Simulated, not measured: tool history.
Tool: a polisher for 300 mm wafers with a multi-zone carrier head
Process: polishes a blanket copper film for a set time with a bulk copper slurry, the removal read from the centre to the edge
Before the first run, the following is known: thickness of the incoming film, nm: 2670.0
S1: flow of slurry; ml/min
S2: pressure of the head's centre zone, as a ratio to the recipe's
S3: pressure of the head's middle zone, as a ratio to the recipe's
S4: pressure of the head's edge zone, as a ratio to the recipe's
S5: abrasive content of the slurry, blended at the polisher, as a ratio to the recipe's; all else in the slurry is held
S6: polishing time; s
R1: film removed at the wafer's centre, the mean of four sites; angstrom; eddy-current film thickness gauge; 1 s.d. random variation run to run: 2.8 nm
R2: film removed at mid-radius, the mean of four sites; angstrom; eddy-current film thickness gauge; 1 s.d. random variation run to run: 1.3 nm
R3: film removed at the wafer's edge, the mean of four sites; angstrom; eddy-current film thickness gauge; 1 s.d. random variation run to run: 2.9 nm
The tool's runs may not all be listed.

| run | hour | S1 | S2 | S3 | S4 | S5 | S6 | R1 | R2 | R3 |
|---|---|---|---|---|---|---|---|---|---|---|
| 1 | 0 | 225 | 1 | 1 | 1 | 1 | 35 | 2242.5 | 2188 | 2223.3 |
| 2 | 1.4 | 220 | 0.99 | 0.99 | 0.99 | 0.95 | 35 | 2144 | 2143.3 | 2142.4 |
| 3 | 4.5 | 220 | 0.99 | 0.99 | 1.04 | 0.95 | 35 | 2139.4 | 2155.6 | 2214.2 |
| 4 | 8.3 | 220 | 0.99 | 0.99 | 1.04 | 0.75 | 35 | 2021 | 2046.2 | 2099.9 |
| 5 | 11 | 215 | 0.99 | 0.98 | 1.03 | 0.75 | 35 | 2034.3 | 2030.4 | 2032.8 |
| 6 | 13.5 | 210 | 0.99 | 0.97 | 1.03 | 0.75 | 35 | 2071.7 | 2030 | 2118.1 |
| 7 | 14.2 | 210 | 0.99 | 0.97 | 1.03 | 0.7 | 35 | 2038.7 | 2004.6 | 2077.9 |
| 8 | 17 | 210 | 0.99 | 0.96 | 1.03 | 0.7 | 35 | 2045.2 | 1997.3 | 2053.8 |

For run 9, what comes out?
| 9 | 26 | 210 | 0.99 | 0.95 | 1.03 | 0.7 | 35 | ? | ? | ? |

R1: 2083.6 angstrom
R2: 1970.3 angstrom
R3: 2054.1 angstrom
